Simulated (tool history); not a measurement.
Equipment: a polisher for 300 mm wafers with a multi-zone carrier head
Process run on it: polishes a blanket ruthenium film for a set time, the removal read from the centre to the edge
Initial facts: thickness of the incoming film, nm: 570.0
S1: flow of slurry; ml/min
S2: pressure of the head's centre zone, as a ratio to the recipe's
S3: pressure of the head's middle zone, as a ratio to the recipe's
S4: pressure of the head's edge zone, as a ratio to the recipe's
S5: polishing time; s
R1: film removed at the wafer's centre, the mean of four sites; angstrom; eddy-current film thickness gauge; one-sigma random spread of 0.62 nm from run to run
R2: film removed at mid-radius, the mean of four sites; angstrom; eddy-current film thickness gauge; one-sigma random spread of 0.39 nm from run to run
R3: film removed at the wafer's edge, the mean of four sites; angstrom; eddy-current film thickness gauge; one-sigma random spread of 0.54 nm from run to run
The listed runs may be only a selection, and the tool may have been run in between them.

Run 1, day 0: S1 255 ml/min, S2 1, S3 1, S4 1, S5 54 s. Result: R1 474.29 angstrom, R2 491.11 angstrom, R3 479.83 angstrom.
Run 2, day 0.312: S1 255 ml/min, S2 1.02, S3 1.01, S4 0.96, S5 51 s. Result: R1 463.64 angstrom, R2 468.43 angstrom, R3 442.39 angstrom.
Run 3, day 0.371: S1 255 ml/min, S2 0.95, S3 1.01, S4 0.96, S5 51 s. Result: R1 438.06 angstrom, R2 459.08 angstrom, R3 444.07 angstrom.
Run 4, day 0.529: S1 225 ml/min, S2 0.95, S3 1.01, S4 0.96, S5 51 s. Result: R1 434.56 angstrom, R2 457.65 angstrom, R3 434.4 angstrom.
Run 5, day 0.75: S1 225 ml/min, S2 0.95, S3 1.01, S4 0.88, S5 51 s. Result: R1 434.12 angstrom, R2 456.2 angstrom, R3 408.25 angstrom.
Run 6, day 0.908: S1 200 ml/min, S2 0.95, S3 1.01, S4 0.88, S5 51 s. Result: R1 420.14 angstrom, R2 454.29 angstrom, R3 419.94 angstrom.
Run 7, day 0.983: S1 225 ml/min, S2 0.96, S3 1, S4 0.86, S5 50 s. Result: R1 434.98 angstrom, R2 442.88 angstrom, R3 418.19 angstrom.
Run 8, day 1.142: S1 230 ml/min, S2 0.99, S3 1.02, S4 0.85, S5 48 s. Result: R1 427.53 angstrom, R2 439.84 angstrom, R3 391.19 angstrom.
Run 9, day 1.304: S1 235 ml/min, S2 1.01, S3 1.02, S4 0.84, S5 47 s. Result: R1 432.79 angstrom, R2 428.06 angstrom, R3 386.91 angstrom.

Run 10 is up next; what results do you expect?
Run 10, day 1.617: S1 230 ml/min, S2 1.06, S3 1.08, S4 0.81, S5 44 s. Result: R1 ?, R2 ?, R3 ?.

Logged for run 10: R1 411.97 angstrom, R2 420.29 angstrom, R3 345.93 angstrom.
